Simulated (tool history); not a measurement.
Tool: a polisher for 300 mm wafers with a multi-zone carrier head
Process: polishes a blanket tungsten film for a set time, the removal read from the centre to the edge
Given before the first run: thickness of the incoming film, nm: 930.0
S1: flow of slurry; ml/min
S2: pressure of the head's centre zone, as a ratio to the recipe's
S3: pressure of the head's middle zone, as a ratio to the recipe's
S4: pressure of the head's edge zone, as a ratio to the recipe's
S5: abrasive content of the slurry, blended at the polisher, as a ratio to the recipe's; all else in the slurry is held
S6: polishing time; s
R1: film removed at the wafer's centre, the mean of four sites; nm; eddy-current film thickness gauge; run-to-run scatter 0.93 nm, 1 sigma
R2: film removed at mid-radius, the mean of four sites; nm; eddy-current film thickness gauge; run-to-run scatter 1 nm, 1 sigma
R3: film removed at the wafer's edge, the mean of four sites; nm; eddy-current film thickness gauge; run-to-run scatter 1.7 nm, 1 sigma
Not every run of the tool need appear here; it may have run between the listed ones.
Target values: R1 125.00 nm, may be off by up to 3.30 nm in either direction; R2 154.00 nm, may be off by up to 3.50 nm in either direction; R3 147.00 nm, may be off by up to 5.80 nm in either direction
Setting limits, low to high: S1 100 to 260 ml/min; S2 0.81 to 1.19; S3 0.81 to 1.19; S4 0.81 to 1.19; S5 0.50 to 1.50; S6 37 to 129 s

run 1 hour=0.0 | S1=165 S2=1.00 S3=1.00 S4=1.00 S5=1.00 S6=83 | R1=260.09 R2=268.08 R3=261.83
run 2 hour=4.3 | S1=155 S2=0.96 S3=0.99 S4=0.97 S5=0.90 S6=76 | R1=222.09 R2=232.36 R3=226.79
run 3 hour=8.9 | S1=155 S2=0.96 S3=0.99 S4=0.97 S5=0.75 S6=76 | R1=214.20 R2=224.50 R3=223.08
run 4 hour=10.9 | S1=190 S2=0.96 S3=0.99 S4=0.97 S5=0.75 S6=76 | R1=223.04 R2=231.73 R3=222.88
run 5 hour=19.2 | S1=190 S2=0.96 S3=0.94 S4=0.97 S5=0.75 S6=76 | R1=221.91 R2=223.75 R3=219.93
run 6 hour=24.3 | S1=190 S2=0.96 S3=0.94 S4=0.97 S5=0.75 S6=59 | R1=172.52 R2=172.17 R3=175.58
run 7 hour=30.5 | S1=190 S2=0.96 S3=0.94 S4=0.97 S5=0.75 S6=59 | R1=171.27 R2=173.90 R3=172.03
run 8 hour=31.4 | S1=140 S2=0.86 S3=0.96 S4=0.89 S5=0.50 S6=58 | R1=132.17 R2=149.29 R3=144.92
run 9 hour=34.4 | S1=140 S2=0.85 S3=0.97 S4=0.90 S5=0.50 S6=58 | R1=130.28 R2=149.84 R3=146.04

Exercise: of the 4 proposed moves below, exactly one satisfies all targets within the stated allowed misses. Which move is it?
run A hour=37.4 | S1=160 S2=0.82 S3=0.95 S4=0.95 S5=0.50 S6=56 | R1=? R2=? R3=?
run B hour=37.4 | S1=120 S2=0.81 S3=1.00 S4=0.90 S5=0.70 S6=56 | R1=? R2=? R3=?
run C hour=37.4 | S1=120 S2=0.85 S3=0.97 S4=0.99 S5=0.75 S6=53 | R1=? R2=? R3=?
run D hour=37.4 | S1=120 S2=0.85 S3=0.98 S4=1.01 S5=0.60 S6=59 | R1=? R2=? R3=?

move=A R1=127.07 R2=147.02 R3=149.28
move=B R1=125.43 R2=154.46 R3=149.75
move=C R1=125.69 R2=144.66 R3=149.74
move=D R1=133.17 R2=154.58 R3=159.96
A: brings the last run's worst result on target, with another outside its allowed miss
B: every result within its allowed miss
C: brings the last run's worst result on target, with another outside its allowed miss
D: its largest miss is bigger than the last run's
B meets every target.
